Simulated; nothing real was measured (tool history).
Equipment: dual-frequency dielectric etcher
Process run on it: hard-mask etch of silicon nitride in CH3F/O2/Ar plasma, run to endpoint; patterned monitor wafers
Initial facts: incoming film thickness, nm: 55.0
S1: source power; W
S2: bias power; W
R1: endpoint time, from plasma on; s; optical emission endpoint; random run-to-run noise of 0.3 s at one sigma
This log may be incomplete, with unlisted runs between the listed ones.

run 1 hour=0 | S1=460 S2=72 | R1=78.508
run 2 hour=5.1 | S1=480 S2=72 | R1=77.355
run 3 hour=13.3 | S1=440 S2=72 | R1=79.441
run 4 hour=22.3 | S1=440 S2=60 | R1=84.023
run 5 hour=23.7 | S1=480 S2=61 | R1=80.669
run 6 hour=26.6 | S1=500 S2=61 | R1=78.489

For run 7, what comes out?
run 7 hour=27.3 | S1=510 S2=61 | R1=?

R1: 77.961 s
